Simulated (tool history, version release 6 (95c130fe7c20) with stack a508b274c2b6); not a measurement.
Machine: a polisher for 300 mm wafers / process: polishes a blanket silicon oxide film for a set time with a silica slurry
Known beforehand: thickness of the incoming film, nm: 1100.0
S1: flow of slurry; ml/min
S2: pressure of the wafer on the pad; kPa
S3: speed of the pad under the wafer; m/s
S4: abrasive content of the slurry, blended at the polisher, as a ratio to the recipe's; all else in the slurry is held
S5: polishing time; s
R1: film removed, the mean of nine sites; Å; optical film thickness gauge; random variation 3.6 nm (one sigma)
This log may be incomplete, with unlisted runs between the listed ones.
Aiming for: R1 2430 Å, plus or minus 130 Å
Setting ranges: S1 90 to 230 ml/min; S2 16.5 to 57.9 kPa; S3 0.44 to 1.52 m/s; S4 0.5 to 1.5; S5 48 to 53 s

{"run": 1, "hour": 0.0, "S1": 150, "S2": 37.2, "S3": 0.98, "S4": 1, "S5": 53, "R1": 1975.5}
{"run": 2, "hour": 7.9, "S1": 150, "S2": 37.2, "S3": 1.08, "S4": 1, "S5": 53, "R1": 2037.8}
{"run": 3, "hour": 9.3, "S1": 150, "S2": 37.2, "S3": 1.08, "S4": 1, "S5": 48, "R1": 1903.1}
{"run": 4, "hour": 16.7, "S1": 150, "S2": 38.6, "S3": 1.08, "S4": 1, "S5": 48, "R1": 1960.5}
{"run": 5, "hour": 23.0, "S1": 150, "S2": 40, "S3": 1.08, "S4": 1, "S5": 48, "R1": 2014.5}
{"run": 6, "hour": 26.6, "S1": 150, "S2": 40, "S3": 1.08, "S4": 1, "S5": 48, "R1": 2014.3}
{"run": 7, "hour": 34.4, "S1": 150, "S2": 41.4, "S3": 1.08, "S4": 1, "S5": 48, "R1": 2109.1}
{"run": 8, "hour": 41.9, "S1": 150, "S2": 42.1, "S3": 1.08, "S4": 1, "S5": 48, "R1": 2141.6}
{"run": 9, "hour": 48.4, "S1": 150, "S2": 42.7, "S3": 1.08, "S4": 1, "S5": 48, "R1": 2147.2}

Which one of the following 4 next-run settings gets every result inside its allowed miss? There is exactly one.
{"run": "A", "hour": 54.9, "S1": 140, "S2": 44.8, "S3": 0.98, "S4": 0.9, "S5": 53, "R1": "?"}
{"run": "B", "hour": 54.9, "S1": 100, "S2": 47.6, "S3": 0.88, "S4": 0.95, "S5": 53, "R1": "?"}
{"run": "C", "hour": 54.9, "S1": 100, "S2": 43.4, "S3": 1, "S4": 1.25, "S5": 53, "R1": "?"}
{"run": "D", "hour": 54.9, "S1": 190, "S2": 32.4, "S3": 1.02, "S4": 1.2, "S5": 48, "R1": "?"}

move=A R1=2157.9
move=B R1=2096.2
move=C R1=2348.3
move=D R1=1740.7
A: about the same distance from the targets as the last run
B: further off than the last run
C: all results in spec
D: further off than the last run
Go with C: it meets all targets.
